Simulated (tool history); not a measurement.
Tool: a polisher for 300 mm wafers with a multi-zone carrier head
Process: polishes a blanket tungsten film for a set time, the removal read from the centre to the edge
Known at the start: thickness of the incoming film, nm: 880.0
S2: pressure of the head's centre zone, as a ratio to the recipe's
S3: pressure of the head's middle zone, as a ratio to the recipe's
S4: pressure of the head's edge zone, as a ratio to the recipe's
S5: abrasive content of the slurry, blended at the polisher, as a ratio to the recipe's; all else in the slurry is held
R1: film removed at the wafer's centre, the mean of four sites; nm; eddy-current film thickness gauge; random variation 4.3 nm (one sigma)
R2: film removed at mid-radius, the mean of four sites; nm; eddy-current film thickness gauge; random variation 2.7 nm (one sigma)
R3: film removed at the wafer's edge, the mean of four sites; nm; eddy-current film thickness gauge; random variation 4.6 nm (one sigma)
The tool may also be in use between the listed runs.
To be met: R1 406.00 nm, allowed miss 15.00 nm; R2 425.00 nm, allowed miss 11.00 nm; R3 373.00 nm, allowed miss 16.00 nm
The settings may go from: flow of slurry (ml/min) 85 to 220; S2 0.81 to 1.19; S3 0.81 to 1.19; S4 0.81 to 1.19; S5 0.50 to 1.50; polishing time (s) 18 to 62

run 1 hour=0.0 | flow_of_slurry_(ml/min)=140 S2=1.00 S3=1.00 S4=1.00 S5=1.00 polishing_time_(s)=40 | R1=354.55 R2=350.85 R3=343.00
run 2 hour=6.0 | flow_of_slurry_(ml/min)=105 S2=1.00 S3=1.00 S4=1.00 S5=1.00 polishing_time_(s)=40 | R1=321.14 R2=325.73 R3=327.52
run 3 hour=6.8 | flow_of_slurry_(ml/min)=105 S2=1.00 S3=1.00 S4=1.00 S5=0.85 polishing_time_(s)=40 | R1=324.79 R2=317.50 R3=326.05
run 4 hour=11.3 | flow_of_slurry_(ml/min)=105 S2=1.00 S3=1.00 S4=1.08 S5=0.85 polishing_time_(s)=40 | R1=320.12 R2=325.05 R3=339.08
run 5 hour=17.2 | flow_of_slurry_(ml/min)=125 S2=1.00 S3=1.02 S4=1.08 S5=0.85 polishing_time_(s)=40 | R1=338.38 R2=344.81 R3=356.62
run 6 hour=22.9 | flow_of_slurry_(ml/min)=125 S2=1.00 S3=1.02 S4=1.08 S5=0.85 polishing_time_(s)=50 | R1=417.30 R2=427.38 R3=451.62
run 7 hour=24.7 | flow_of_slurry_(ml/min)=125 S2=1.00 S3=1.04 S4=1.03 S5=0.85 polishing_time_(s)=50 | R1=429.02 R2=439.54 R3=426.12
run 8 hour=27.2 | flow_of_slurry_(ml/min)=120 S2=1.00 S3=1.05 S4=1.01 S5=0.85 polishing_time_(s)=50 | R1=408.61 R2=433.43 R3=421.94
run 9 hour=28.7 | flow_of_slurry_(ml/min)=120 S2=1.01 S3=1.06 S4=0.98 S5=0.85 polishing_time_(s)=50 | R1=422.03 R2=445.76 R3=420.76
run 10 hour=34.5 | flow_of_slurry_(ml/min)=100 S2=1.04 S3=1.08 S4=0.88 S5=0.60 polishing_time_(s)=49 | R1=384.48 R2=399.62 R3=362.39
run 11 hour=39.7 | flow_of_slurry_(ml/min)=105 S2=1.04 S3=1.08 S4=0.88 S5=0.60 polishing_time_(s)=49 | R1=383.22 R2=402.67 R3=357.42
run 12 hour=45.2 | flow_of_slurry_(ml/min)=110 S2=1.04 S3=1.08 S4=0.89 S5=0.60 polishing_time_(s)=49 | R1=396.65 R2=410.74 R3=370.22

4 next moves are on the table. One of them brings every result within its allowed miss. Which?
run A hour=50.7 | flow_of_slurry_(ml/min)=125 S2=1.05 S3=1.04 S4=0.93 S5=0.80 polishing_time_(s)=44 | R1=? R2=? R3=?
run B hour=50.7 | flow_of_slurry_(ml/min)=110 S2=1.00 S3=1.02 S4=1.02 S5=0.95 polishing_time_(s)=47 | R1=? R2=? R3=?
run C hour=50.7 | flow_of_slurry_(ml/min)=110 S2=1.06 S3=1.12 S4=0.90 S5=0.60 polishing_time_(s)=49 | R1=? R2=? R3=?
run D hour=50.7 | flow_of_slurry_(ml/min)=145 S2=1.04 S3=1.06 S4=0.96 S5=0.65 polishing_time_(s)=44 | R1=? R2=? R3=?

move=A R1=387.26 R2=383.78 R3=356.50
move=B R1=386.91 R2=398.36 R3=397.43
move=C R1=404.41 R2=424.88 R3=368.46
move=D R1=389.22 R2=393.87 R3=361.63
A: further off than the last run
B: further off than the last run
C: meets every target
D: further off than the last run
Answer: C

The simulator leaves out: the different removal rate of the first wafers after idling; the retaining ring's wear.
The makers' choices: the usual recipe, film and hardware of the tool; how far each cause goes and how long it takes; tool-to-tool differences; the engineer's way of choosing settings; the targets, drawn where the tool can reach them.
